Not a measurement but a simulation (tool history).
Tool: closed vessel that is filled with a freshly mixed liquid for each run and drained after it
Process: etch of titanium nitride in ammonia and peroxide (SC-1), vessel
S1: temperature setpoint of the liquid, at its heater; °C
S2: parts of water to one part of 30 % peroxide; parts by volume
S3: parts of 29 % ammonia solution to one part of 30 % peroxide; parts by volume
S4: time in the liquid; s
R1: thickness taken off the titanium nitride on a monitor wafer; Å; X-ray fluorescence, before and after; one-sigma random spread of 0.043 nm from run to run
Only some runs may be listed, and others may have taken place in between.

Run 1, hour 0.0: S1 60.0 °C, S2 29.0 parts by volume, S3 0.45 parts by volume, S4 155 s. Result: R1 144.85 Å.
Run 2, hour 5.9: S1 60.0 °C, S2 23.0 parts by volume, S3 0.45 parts by volume, S4 155 s. Result: R1 167.43 Å.
Run 3, hour 12.8: S1 64.5 °C, S2 23.0 parts by volume, S3 0.45 parts by volume, S4 155 s. Result: R1 223.24 Å.
Run 4, hour 20.8: S1 64.5 °C, S2 23.0 parts by volume, S3 0.45 parts by volume, S4 155 s. Result: R1 223.81 Å.
Run 5, hour 28.9: S1 68.0 °C, S2 23.0 parts by volume, S3 0.45 parts by volume, S4 155 s. Result: R1 275.36 Å.
Run 6, hour 34.3: S1 68.0 °C, S2 28.0 parts by volume, S3 0.45 parts by volume, S4 155 s. Result: R1 247.97 Å.
Run 7, hour 37.0: S1 60.0 °C, S2 28.5 parts by volume, S3 0.45 parts by volume, S4 155 s. Result: R1 148.75 Å.

Run 8 is up next; what results do you expect?
Run 8, hour 43.8: S1 59.0 °C, S2 28.5 parts by volume, S3 0.45 parts by volume, S4 155 s. Result: R1 ?.

R1: 139.03 Å
